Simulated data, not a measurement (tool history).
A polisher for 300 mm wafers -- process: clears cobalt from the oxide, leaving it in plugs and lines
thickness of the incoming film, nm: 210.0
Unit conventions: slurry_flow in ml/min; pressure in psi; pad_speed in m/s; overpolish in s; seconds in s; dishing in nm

| run | hour | slurry_flow | pressure | pad_speed | overpolish | seconds | dishing |
|---|---|---|---|---|---|---|---|
| 1 | 0 | 180 | 1.8 | 1.14 | 22 | 40.23 | 53.584 |
| 2 | 6.1 | 180 | 1.7 | 1.1 | 22 | 43.455 | 53.085 |
| 3 | 7.7 | 180 | 2 | 1.1 | 22 | 37.42 | 53.785 |
| 4 | 14.5 | 180 | 1.7 | 1.1 | 22 | 43.949 | 50.257 |
| 5 | 18.3 | 175 | 1.6 | 1.06 | 23 | 48.33 | 50.388 |
| 6 | 24.8 | 215 | 1.6 | 1.06 | 23 | 46.774 | 50.608 |

The next listed run, before its measurement:
| 7 | 33.3 | 215 | 1.5 | 1.02 | 23 | ? | ? |

seconds: 51.395 s
dishing: 48.609 nm
